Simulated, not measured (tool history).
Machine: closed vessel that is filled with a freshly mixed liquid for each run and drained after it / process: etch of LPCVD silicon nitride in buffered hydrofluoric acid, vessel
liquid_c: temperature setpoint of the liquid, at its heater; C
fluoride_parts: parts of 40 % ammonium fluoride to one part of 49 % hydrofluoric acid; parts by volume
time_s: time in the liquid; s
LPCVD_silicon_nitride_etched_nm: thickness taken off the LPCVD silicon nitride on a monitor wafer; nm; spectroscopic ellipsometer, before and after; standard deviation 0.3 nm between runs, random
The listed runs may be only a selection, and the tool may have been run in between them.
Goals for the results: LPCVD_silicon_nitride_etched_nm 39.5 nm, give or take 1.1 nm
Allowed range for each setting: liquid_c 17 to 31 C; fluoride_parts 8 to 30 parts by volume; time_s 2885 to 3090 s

run  hour  liquid_c  fluoride_parts  time_s  LPCVD_silicon_nitride_etched_nm
  1     0        23            21.5    2885                           19.991
  2   4.5        24            20.5    2885                           21.931
  3   8.1        25            19.5    2885                           24.211
  4  17.6      23.5            19.5    2885                           22.149
  5  19.5        21            19.5    2885                           19.132
  6  26.4      22.5              19    2885                           21.681
  7  29.1      23.5            18.5    2885                           23.253
  8  37.5      24.5              18    2885                           25.102
  9  45.8      25.5            17.5    2885                           27.444
 10  55.5      26.5            17.5    2885                            29.28
 11    60        27            17.5    2885                           30.045
 12  62.4      27.5            17.5    2885                           30.839
 13  65.1        28            17.5    2885                           31.612

Which of these 4 next moves meets every target?
  A  67.8      28.5              16    3035                                ?
  B  67.8      30.5              16    2915                                ?
  C  67.8        27            14.5    2980                                ?
  D  67.8      29.5              16    2895                                ?

move  LPCVD_silicon_nitride_etched_nm
   A                           37.149
   B                           39.652
   C                           37.086
   D                           37.362
A: nearer than the last run, and not there yet
B: in spec on every target
C: nearer than the last run, and not there yet
D: nearer than the last run, and not there yet
The move that meets every target is B.
